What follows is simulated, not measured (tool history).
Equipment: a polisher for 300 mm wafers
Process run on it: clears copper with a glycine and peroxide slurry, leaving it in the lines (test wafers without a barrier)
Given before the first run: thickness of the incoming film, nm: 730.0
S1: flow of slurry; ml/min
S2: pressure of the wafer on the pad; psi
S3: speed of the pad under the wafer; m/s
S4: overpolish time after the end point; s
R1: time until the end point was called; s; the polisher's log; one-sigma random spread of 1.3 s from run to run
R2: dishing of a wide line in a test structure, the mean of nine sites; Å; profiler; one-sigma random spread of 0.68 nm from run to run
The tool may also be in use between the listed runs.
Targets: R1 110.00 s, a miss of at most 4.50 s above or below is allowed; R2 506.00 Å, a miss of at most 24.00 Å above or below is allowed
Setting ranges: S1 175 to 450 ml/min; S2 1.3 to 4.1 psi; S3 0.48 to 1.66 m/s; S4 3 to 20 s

Run 1, day 0.000: S1 290 ml/min, S2 2.7 psi, S3 1.06 m/s, S4 10 s. Result: R1 147.57 s, R2 360.53 Å.
Run 2, day 0.317: S1 290 ml/min, S2 2.7 psi, S3 1.06 m/s, S4 14 s. Result: R1 150.54 s, R2 493.34 Å.
Run 3, day 0.504: S1 290 ml/min, S2 2.2 psi, S3 1.06 m/s, S4 14 s. Result: R1 176.30 s, R2 413.81 Å.
Run 4, day 0.629: S1 290 ml/min, S2 2.8 psi, S3 1.06 m/s, S4 14 s. Result: R1 144.89 s, R2 491.54 Å.
Run 5, day 0.958: S1 290 ml/min, S2 2.8 psi, S3 0.90 m/s, S4 14 s. Result: R1 161.66 s, R2 445.90 Å.
Run 6, day 1.129: S1 290 ml/min, S2 2.8 psi, S3 0.90 m/s, S4 11 s. Result: R1 159.06 s, R2 361.28 Å.
Run 7, day 1.504: S1 290 ml/min, S2 2.9 psi, S3 0.90 m/s, S4 11 s. Result: R1 155.96 s, R2 365.23 Å.
Run 8, day 1.771: S1 290 ml/min, S2 3.0 psi, S3 0.90 m/s, S4 11 s. Result: R1 152.57 s, R2 377.38 Å.
Run 9, day 2.042: S1 295 ml/min, S2 3.7 psi, S3 0.94 m/s, S4 11 s. Result: R1 124.57 s, R2 457.72 Å.
Run 10, day 2.188: S1 295 ml/min, S2 3.8 psi, S3 0.94 m/s, S4 11 s. Result: R1 123.54 s, R2 482.37 Å.
Run 11, day 2.358: S1 295 ml/min, S2 3.8 psi, S3 0.94 m/s, S4 11 s. Result: R1 122.01 s, R2 469.62 Å.
Run 12, day 2.529: S1 295 ml/min, S2 4.0 psi, S3 0.96 m/s, S4 11 s. Result: R1 115.29 s, R2 496.91 Å.

Exercise: of the 4 proposed moves below, exactly one satisfies all targets within the stated allowed misses. Which move is it?
Run A, day 2.700: S1 270 ml/min, S2 4.1 psi, S3 0.86 m/s, S4 12 s. Result: R1 ?, R2 ?.
Run B, day 2.700: S1 310 ml/min, S2 4.1 psi, S3 0.98 m/s, S4 12 s. Result: R1 ?, R2 ?.
Run C, day 2.700: S1 265 ml/min, S2 4.1 psi, S3 1.00 m/s, S4 11 s. Result: R1 ?, R2 ?.
Run D, day 2.700: S1 265 ml/min, S2 3.6 psi, S3 1.26 m/s, S4 12 s. Result: R1 ?, R2 ?.

move      R1      R2
   A  120.93  514.04
   B  108.71  561.94
   C  108.89  520.99
   D  102.76  582.99
A: further off than the last run
B: meets the target for the result that was furthest off, but another lies outside its allowed miss
C: in spec on every target
D: takes the biggest miss from the last run beyond its target
C meets every target.
